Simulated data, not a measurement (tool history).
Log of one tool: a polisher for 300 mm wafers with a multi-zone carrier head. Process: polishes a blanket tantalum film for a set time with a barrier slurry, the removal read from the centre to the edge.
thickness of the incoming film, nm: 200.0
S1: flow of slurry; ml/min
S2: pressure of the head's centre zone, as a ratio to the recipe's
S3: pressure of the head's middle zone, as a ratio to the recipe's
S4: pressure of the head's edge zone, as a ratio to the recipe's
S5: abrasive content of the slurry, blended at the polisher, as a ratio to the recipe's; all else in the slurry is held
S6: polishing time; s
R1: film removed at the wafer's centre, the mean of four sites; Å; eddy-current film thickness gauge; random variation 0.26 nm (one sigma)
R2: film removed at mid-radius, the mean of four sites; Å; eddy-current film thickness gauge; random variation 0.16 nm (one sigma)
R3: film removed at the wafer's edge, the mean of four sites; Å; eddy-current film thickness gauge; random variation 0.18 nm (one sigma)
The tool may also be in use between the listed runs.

run  hour   S1    S2    S3    S4    S5  S6      R1      R2      R3
  1     0  265     1     1     1     1  37  291.65  292.58  281.48
  2   1.3  265     1     1     1   1.2  37  289.48  297.56  289.31
  3   5.5  265     1     1     1  1.35  37  304.55  311.98  295.52
  4   7.5  265  1.08     1     1  1.35  37  316.81  307.55  300.24
  5  11.8  250  1.02  0.97     1   1.1  34  268.03  272.05  263.35
       18  -- worn pad replaced by a new one
  6    18  260  1.02  0.93  1.03     1  30  268.81  256.88  260.19
  7  23.1  185  0.92  0.83  0.93  1.05  20  156.96  159.33  159.47

The next listed run, before its measurement:
  8  31.3  215  0.92  0.83  0.96  1.05  20   ?   ?   ?

R1: 158.62 Å
R2: 159.58 Å
R3: 169.34 Å

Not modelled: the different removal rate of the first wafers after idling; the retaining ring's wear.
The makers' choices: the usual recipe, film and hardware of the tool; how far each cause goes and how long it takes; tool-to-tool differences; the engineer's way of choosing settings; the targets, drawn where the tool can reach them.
